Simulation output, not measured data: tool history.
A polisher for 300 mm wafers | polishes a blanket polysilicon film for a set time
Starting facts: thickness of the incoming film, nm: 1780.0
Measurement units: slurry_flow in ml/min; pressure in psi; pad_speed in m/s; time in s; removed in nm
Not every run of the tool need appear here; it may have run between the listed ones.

run	day	slurry_flow	pressure	pad_speed	time	removed
1	0	245	2.7	1.1	58	605.28
2	0.079	245	2.1	1.1	58	498.25
3	0.112	245	2.1	1.1	61	522.44
4	0.271	245	2	1.04	61	475.12
5	0.358	245	2	1.24	61	570.48
6	0.396	245	2	1.1	61	504.62
7	0.529	245	1.9	1.04	61	465.02
8	0.746	245	1.8	0.98	61	413.88
9	0.775	245	1.7	0.96	61	399.24

Run 10, settings as shown, results not yet in. Your forecast:
10	0.992	235	1.3	0.7	61	?

Run 10 measured removed 242.86 nm.

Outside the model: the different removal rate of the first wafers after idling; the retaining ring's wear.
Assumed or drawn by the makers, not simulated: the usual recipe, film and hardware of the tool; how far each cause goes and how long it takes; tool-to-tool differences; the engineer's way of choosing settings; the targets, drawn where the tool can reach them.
